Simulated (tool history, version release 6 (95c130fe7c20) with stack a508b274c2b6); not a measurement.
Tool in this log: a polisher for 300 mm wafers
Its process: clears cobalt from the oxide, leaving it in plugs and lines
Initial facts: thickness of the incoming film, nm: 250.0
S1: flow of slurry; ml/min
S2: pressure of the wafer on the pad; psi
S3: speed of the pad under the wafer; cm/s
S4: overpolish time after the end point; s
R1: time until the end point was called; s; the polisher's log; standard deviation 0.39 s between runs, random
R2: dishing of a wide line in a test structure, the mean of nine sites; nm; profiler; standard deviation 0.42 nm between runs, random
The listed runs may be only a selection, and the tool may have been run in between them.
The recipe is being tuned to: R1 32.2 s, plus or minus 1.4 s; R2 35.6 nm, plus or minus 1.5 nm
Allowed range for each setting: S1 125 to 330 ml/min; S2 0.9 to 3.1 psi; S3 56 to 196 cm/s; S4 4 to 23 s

{"run": 1, "hour": 0.0, "S1": 210, "S2": 2, "S3": 126, "S4": 12, "R1": 47.126, "R2": 30.078}
{"run": 2, "hour": 8.0, "S1": 210, "S2": 2, "S3": 110, "S4": 12, "R1": 55.769, "R2": 29.695}
{"run": 3, "hour": 11.0, "S1": 210, "S2": 2, "S3": 110, "S4": 7, "R1": 54.291, "R2": 22.531}
{"run": 4, "hour": 17.9, "S1": 210, "S2": 2, "S3": 96, "S4": 7, "R1": 63.173, "R2": 21.249}
{"run": 5, "hour": 21.4, "S1": 245, "S2": 2, "S3": 96, "S4": 7, "R1": 60.774, "R2": 20.862}
{"run": 6, "hour": 22.0, "S1": 210, "S2": 2, "S3": 96, "S4": 7, "R1": 62.816, "R2": 20.776}
{"run": 7, "hour": 25.5, "S1": 210, "S2": 2.6, "S3": 118, "S4": 13, "R1": 40.314, "R2": 33.684}
{"run": 8, "hour": 27.5, "S1": 215, "S2": 2.8, "S3": 118, "S4": 13, "R1": 37.19, "R2": 34.451}

Exactly one of the 5 candidate moves below puts every result within its allowed miss. Which one?
{"run": "A", "hour": 29.5, "S1": 140, "S2": 2.6, "S3": 126, "S4": 13, "R1": "?", "R2": "?"}
{"run": "B", "hour": 29.5, "S1": 220, "S2": 2.5, "S3": 106, "S4": 21, "R1": "?", "R2": "?"}
{"run": "C", "hour": 29.5, "S1": 305, "S2": 3.1, "S3": 102, "S4": 19, "R1": "?", "R2": "?"}
{"run": "D", "hour": 29.5, "S1": 220, "S2": 3, "S3": 126, "S4": 15, "R1": "?", "R2": "?"}
{"run": "E", "hour": 29.5, "S1": 190, "S2": 2.6, "S3": 106, "S4": 15, "R1": "?", "R2": "?"}

move=A R1=39.553 R2=33.148
move=B R1=44.93 R2=35.089
move=C R1=36.445 R2=35.363
move=D R1=31.805 R2=35.012
move=E R1=44.158 R2=33.427
A: moves away from the targets compared with the last run
B: moves away from the targets compared with the last run
C: gains on the last run, yet a result remains outside its allowed miss
D: each result inside its tolerance
E: moves away from the targets compared with the last run
So the answer is move D, the one that meets all the targets.
